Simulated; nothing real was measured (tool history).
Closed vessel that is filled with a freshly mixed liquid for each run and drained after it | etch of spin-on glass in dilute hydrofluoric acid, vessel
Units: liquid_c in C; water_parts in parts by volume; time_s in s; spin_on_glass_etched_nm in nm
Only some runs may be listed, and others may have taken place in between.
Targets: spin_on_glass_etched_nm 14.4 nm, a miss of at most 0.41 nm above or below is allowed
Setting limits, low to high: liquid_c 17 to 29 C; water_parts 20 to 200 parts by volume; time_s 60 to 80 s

| run | hour | liquid_c | water_parts | time_s | spin_on_glass_etched_nm |
|---|---|---|---|---|---|
| 1 | 0 | 21 | 110 | 80 | 24.879 |
| 2 | 4.9 | 21 | 130 | 80 | 20.455 |
| 3 | 12 | 21 | 130 | 80 | 20.234 |
| 4 | 13.1 | 21 | 130 | 80 | 20.554 |
| 5 | 20.3 | 23 | 130 | 80 | 22.24 |
| 6 | 22.4 | 23 | 130 | 80 | 21.733 |
| 7 | 24.4 | 22.5 | 135 | 80 | 20.475 |
| 8 | 28.2 | 22 | 135 | 80 | 20.178 |
| 9 | 28.9 | 21.5 | 135 | 80 | 20.173 |
| 10 | 36.9 | 21 | 140 | 80 | 18.87 |
|  | 41.5 | thermometer replaced |
| 11 | 41.5 | 20.5 | 140 | 80 | 16.706 |
| 12 | 49.1 | 19.5 | 140 | 80 | 16.073 |
| 13 | 50.4 | 18.5 | 140 | 80 | 15.543 |

4 candidate next runs follow, results not yet known. Just one meets every target within its allowed miss. Identify it.
| A | 51.7 | 18.5 | 130 | 75 | ? |
| B | 51.7 | 17 | 110 | 60 | ? |
| C | 51.7 | 18.5 | 125 | 75 | ? |
| D | 51.7 | 25.5 | 145 | 70 | ? |

| move | spin_on_glass_etched_nm |
|---|---|
| A | 15.838 |
| B | 14.364 |
| C | 16.557 |
| D | 17.165 |
A: its largest miss is bigger than the last run's
B: in spec on every target
C: its largest miss is bigger than the last run's
D: its largest miss is bigger than the last run's
B is the move that brings every result within its allowed miss.

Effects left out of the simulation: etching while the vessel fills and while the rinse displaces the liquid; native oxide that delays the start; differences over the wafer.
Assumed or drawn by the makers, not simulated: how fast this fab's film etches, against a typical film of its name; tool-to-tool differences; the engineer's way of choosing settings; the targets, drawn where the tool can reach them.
